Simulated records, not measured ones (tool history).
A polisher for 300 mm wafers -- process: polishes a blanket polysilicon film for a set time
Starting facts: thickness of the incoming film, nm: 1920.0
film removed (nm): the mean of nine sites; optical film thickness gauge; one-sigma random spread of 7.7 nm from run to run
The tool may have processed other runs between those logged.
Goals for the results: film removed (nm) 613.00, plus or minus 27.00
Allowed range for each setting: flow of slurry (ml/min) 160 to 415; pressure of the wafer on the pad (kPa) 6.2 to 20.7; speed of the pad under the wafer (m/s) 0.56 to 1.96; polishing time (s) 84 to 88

run	hour	flow of slurry (ml/min)	pressure of the wafer on the pad (kPa)	speed of the pad under the wafer (m/s)	polishing time (s)	film removed (nm)
1	0.0	265	13.1	1.26	84	490.24
2	3.1	290	13.1	1.26	84	500.01
3	4.7	235	13.1	1.26	84	486.34
4	9.4	235	13.8	1.26	84	506.84
5	10.5	240	14.5	1.26	84	540.86
6	15.8	185	14.5	1.26	84	525.11
7	20.0	185	15.2	1.26	84	550.73
8	20.8	185	15.9	1.26	84	568.02

Pick the move, out of 4, that brings all results within their allowed miss; only one does.
A	21.6	210	11.7	1.48	88	?
B	21.6	165	13.8	1.46	88	?
C	21.6	220	13.8	1.30	87	?
D	21.6	240	14.5	1.20	88	?

move	film removed (nm)
A	536.00
B	608.88
C	548.53
D	541.50
A: the biggest miss grows against the last run
B: every result lands within tolerance
C: the biggest miss grows against the last run
D: the biggest miss grows against the last run
Answer: B
